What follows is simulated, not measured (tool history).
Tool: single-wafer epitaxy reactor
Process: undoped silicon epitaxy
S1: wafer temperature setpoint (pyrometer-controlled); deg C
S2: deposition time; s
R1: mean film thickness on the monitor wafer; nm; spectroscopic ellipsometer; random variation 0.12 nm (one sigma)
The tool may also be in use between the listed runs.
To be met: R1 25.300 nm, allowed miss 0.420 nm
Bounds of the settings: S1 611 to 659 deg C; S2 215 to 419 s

{"run": 1, "hour": 0.0, "S1": 635, "S2": 317, "R1": 35.523}
{"run": 2, "hour": 4.7, "S1": 633, "S2": 317, "R1": 33.741}
{"run": 3, "hour": 5.2, "S1": 633, "S2": 288, "R1": 30.4}
{"run": 4, "hour": 7.6, "S1": 639, "S2": 288, "R1": 35.441}
{"run": 5, "hour": 8.3, "S1": 637, "S2": 288, "R1": 33.825}
{"run": 6, "hour": 15.3, "S1": 635, "S2": 288, "R1": 31.76}
{"run": 7, "hour": 21.0, "S1": 634, "S2": 288, "R1": 31.256}
{"run": 8, "hour": 27.9, "S1": 633, "S2": 288, "R1": 30.333}
{"run": 9, "hour": 31.0, "S1": 632, "S2": 288, "R1": 29.585}
{"run": 10, "hour": 31.8, "S1": 631, "S2": 288, "R1": 28.878}
{"run": 11, "hour": 37.0, "S1": 624, "S2": 287, "R1": 24.211}
{"run": 12, "hour": 41.8, "S1": 625, "S2": 287, "R1": 24.717}

5 next moves are on the table. One of them brings every result within its allowed miss. Which?
{"run": "A", "hour": 46.6, "S1": 622, "S2": 302, "R1": "?"}
{"run": "B", "hour": 46.6, "S1": 624, "S2": 289, "R1": "?"}
{"run": "C", "hour": 46.6, "S1": 626, "S2": 274, "R1": "?"}
{"run": "D", "hour": 46.6, "S1": 622, "S2": 315, "R1": "?"}
{"run": "E", "hour": 46.6, "S1": 622, "S2": 295, "R1": "?"}

move=A R1=24.054
move=B R1=24.244
move=C R1=24.203
move=D R1=25.089
move=E R1=23.496
A: further off than the last run
B: further off than the last run
C: further off than the last run
D: meets every target
E: further off than the last run
Move D is the one to make.
